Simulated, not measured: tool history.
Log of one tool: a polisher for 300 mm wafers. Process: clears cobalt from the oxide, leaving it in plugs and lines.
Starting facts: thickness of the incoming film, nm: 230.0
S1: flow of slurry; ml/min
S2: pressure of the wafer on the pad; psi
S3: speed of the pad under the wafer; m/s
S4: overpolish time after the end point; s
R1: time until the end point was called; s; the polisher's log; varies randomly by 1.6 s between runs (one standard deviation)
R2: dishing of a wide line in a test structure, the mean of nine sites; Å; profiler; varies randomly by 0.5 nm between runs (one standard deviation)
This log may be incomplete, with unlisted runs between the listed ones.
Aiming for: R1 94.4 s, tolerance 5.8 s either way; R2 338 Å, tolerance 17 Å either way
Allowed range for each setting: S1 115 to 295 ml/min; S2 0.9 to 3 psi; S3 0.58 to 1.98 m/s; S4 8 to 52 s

run  hour   S1   S2    S3  S4      R1      R2
  1     0  190  1.9  1.28  26  41.812  391.48
  2   3.6  185  1.6  1.16  22  54.823  367.46
  3   7.3  185  1.6  1.16  14  54.507  308.29
  4  12.3  185    2  1.16  14  44.563  338.33
  5  20.6  220    2  1.16  14  44.147  341.55
  6  26.2  220    2  1.16  18   42.56  377.18
  7  27.1  205  1.6  1.08  20  57.216   356.5
  8  32.4  210    1  0.88  31  105.65  333.03

4 candidate next runs follow, results not yet known. Just one meets every target within its allowed miss. Identify it.
  A  37.7  120    1  0.86  29   ?   ?
  B  37.7  200  1.1   0.8  32   ?   ?
  C  37.7  235  0.9  0.82  36   ?   ?
  D  37.7  240  1.1  0.92  28   ?   ?

move      R1      R2
   A  124.18   303.3
   B  110.93  332.21
   C  125.64  332.39
   D   94.77  334.42
A: further off than the last run
B: further off than the last run
C: further off than the last run
D: in spec on every target
D is the move that brings every result within its allowed miss.
